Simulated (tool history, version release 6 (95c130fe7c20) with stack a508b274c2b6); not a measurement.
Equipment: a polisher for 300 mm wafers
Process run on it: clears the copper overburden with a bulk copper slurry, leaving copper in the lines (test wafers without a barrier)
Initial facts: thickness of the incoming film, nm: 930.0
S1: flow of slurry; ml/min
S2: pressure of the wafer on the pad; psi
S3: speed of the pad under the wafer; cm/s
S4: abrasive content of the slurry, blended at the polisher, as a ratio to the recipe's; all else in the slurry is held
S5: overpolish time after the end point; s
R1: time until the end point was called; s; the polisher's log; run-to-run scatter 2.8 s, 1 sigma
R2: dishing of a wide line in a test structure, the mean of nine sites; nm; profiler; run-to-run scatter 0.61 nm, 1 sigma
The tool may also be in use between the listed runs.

Run 1, hour 0.0: S1 225 ml/min, S2 2.5 psi, S3 126 cm/s, S4 1.0, S5 9 s. Result: R1 107.640 s, R2 25.127 nm.
Run 2, hour 7.9: S1 225 ml/min, S2 2.5 psi, S3 126 cm/s, S4 1.1, S5 9 s. Result: R1 99.622 s, R2 26.258 nm.
Run 3, hour 9.3: S1 225 ml/min, S2 1.9 psi, S3 126 cm/s, S4 1.1, S5 9 s. Result: R1 133.190 s, R2 23.806 nm.
Run 4, hour 13.1: S1 225 ml/min, S2 1.9 psi, S3 156 cm/s, S4 1.1, S5 9 s. Result: R1 114.270 s, R2 25.646 nm.
Run 5, hour 19.4: S1 225 ml/min, S2 1.8 psi, S3 156 cm/s, S4 1.1, S5 9 s. Result: R1 115.520 s, R2 24.902 nm.
Run 6, hour 27.1: S1 260 ml/min, S2 1.8 psi, S3 156 cm/s, S4 1.1, S5 9 s. Result: R1 114.960 s, R2 24.147 nm.
Run 7, hour 32.6: S1 255 ml/min, S2 1.7 psi, S3 156 cm/s, S4 1.1, S5 9 s. Result: R1 124.880 s, R2 22.761 nm.
Run 8, hour 40.3: S1 250 ml/min, S2 1.6 psi, S3 156 cm/s, S4 1.1, S5 9 s. Result: R1 131.950 s, R2 23.091 nm.
Run 9, hour 48.7: S1 245 ml/min, S2 1.5 psi, S3 156 cm/s, S4 1.1, S5 9 s. Result: R1 138.940 s, R2 23.488 nm.

Run 10 has not been measured yet. What should we expect?
Run 10, hour 52.8: S1 240 ml/min, S2 1.5 psi, S3 156 cm/s, S4 1.1, S5 9 s. Result: R1 ?, R2 ?.

For run 10 the tool returned R1 140.090 s, R2 22.463 nm.
